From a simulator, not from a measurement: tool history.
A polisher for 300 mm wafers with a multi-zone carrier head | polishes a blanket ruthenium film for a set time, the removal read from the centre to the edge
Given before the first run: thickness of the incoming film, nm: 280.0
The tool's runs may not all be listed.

| run | hour | flow of slurry (ml/min) | pressure of the head's centre zone | pressure of the head's middle zone | pressure of the head's edge zone | polishing time (s) | film removed at the wafer's centre (angstrom) | film removed at mid-radius (angstrom) | film removed at the wafer's edge (angstrom) |
|---|---|---|---|---|---|---|---|---|---|
| 1 | 0 | 320 | 1 | 1 | 1 | 61 | 891.22 | 855.31 | 888.82 |
| 2 | 7.8 | 320 | 0.94 | 1 | 1 | 61 | 835.08 | 851.36 | 872.21 |
| 3 | 12.7 | 320 | 0.97 | 0.96 | 0.97 | 60 | 846.49 | 819.93 | 862.58 |
| 4 | 14.2 | 320 | 0.97 | 0.96 | 0.97 | 70 | 985.59 | 938.81 | 995.98 |
| 5 | 17.8 | 320 | 1 | 0.93 | 0.94 | 67 | 976.21 | 882.48 | 936.64 |
| 6 | 18.5 | 280 | 1 | 0.93 | 0.94 | 67 | 952.5 | 846.11 | 930.31 |

What will run 7 give?
| 7 | 23.8 | 280 | 1.02 | 0.91 | 0.92 | 65 | ? | ? | ? |

film removed at the wafer's centre (angstrom): 936.27
film removed at mid-radius (angstrom): 833.35
film removed at the wafer's edge (angstrom): 887.79

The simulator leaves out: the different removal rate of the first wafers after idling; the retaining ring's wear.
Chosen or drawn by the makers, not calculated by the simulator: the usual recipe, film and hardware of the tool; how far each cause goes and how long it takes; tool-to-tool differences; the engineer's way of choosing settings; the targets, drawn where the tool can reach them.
